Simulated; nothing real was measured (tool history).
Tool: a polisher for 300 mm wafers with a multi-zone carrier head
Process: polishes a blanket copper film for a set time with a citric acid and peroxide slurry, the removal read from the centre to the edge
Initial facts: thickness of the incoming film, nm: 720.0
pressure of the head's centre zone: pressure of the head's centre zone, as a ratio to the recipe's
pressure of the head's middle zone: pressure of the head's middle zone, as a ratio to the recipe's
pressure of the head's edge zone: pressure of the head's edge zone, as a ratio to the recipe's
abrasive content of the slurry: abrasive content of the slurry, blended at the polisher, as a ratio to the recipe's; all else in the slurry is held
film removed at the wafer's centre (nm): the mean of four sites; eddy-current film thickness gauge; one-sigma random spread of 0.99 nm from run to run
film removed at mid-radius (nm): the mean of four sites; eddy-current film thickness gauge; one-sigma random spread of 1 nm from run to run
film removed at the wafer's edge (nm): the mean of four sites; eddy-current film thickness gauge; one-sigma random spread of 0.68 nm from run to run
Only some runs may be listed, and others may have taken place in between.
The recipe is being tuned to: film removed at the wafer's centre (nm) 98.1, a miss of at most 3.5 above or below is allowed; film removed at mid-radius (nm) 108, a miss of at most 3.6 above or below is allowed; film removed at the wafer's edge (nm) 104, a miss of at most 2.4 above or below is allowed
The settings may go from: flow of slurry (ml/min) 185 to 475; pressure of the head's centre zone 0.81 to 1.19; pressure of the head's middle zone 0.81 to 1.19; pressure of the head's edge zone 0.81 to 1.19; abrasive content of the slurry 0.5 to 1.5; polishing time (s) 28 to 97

run,hour,flow of slurry (ml/min),pressure of the head's centre zone,pressure of the head's middle zone,pressure of the head's edge zone,abrasive content of the slurry,polishing time (s),film removed at the wafer's centre (nm),film removed at mid-radius (nm),film removed at the wafer's edge (nm)
1,0,305,1,1,1,1,62,91.793,88.899,91.63
2,5.5,360,1,1,1,1,62,94.368,91.512,91.734
3,12.1,360,1,1.01,1.02,1.05,62,93.323,92.981,93.343
4,16.3,360,1,1.02,1.03,1.1,62,96.517,93.883,95.453
5,24.5,360,1,0.95,1.03,1.1,62,94.946,89.297,96.594
6,30.9,360,1,0.95,1.08,1.1,62,96.583,90.026,97.726
7,39,390,0.95,1.05,1.15,1.3,62,96.616,103.15,106.15
8,47.4,390,0.95,1.06,1.15,1.3,62,95.191,104.31,105.89
9,52,390,0.95,1.07,1.15,1.3,62,97.519,104.65,105.52

Exactly one of the 4 candidate moves below puts every result within its allowed miss. Which one?
A,56.6,335,1.01,1.02,1.19,1.25,63,?,?,?
B,56.6,405,0.95,1.04,1.15,1.4,60,?,?,?
C,56.6,460,0.89,1.08,1.1,1.2,66,?,?,?
D,56.6,450,0.94,1.08,1.04,1.4,62,?,?,?

move,film removed at the wafer's centre (nm),film removed at mid-radius (nm),film removed at the wafer's edge (nm)
A,101.17,99.305,107.69
B,95.008,100.7,105.1
C,94.749,110.68,109.02
D,97.937,108.26,103.75
A: its largest miss is bigger than the last run's
B: its largest miss is bigger than the last run's
C: brings the last run's worst result on target, with another outside its allowed miss
D: all results land within tolerance of their targets
D meets every target.
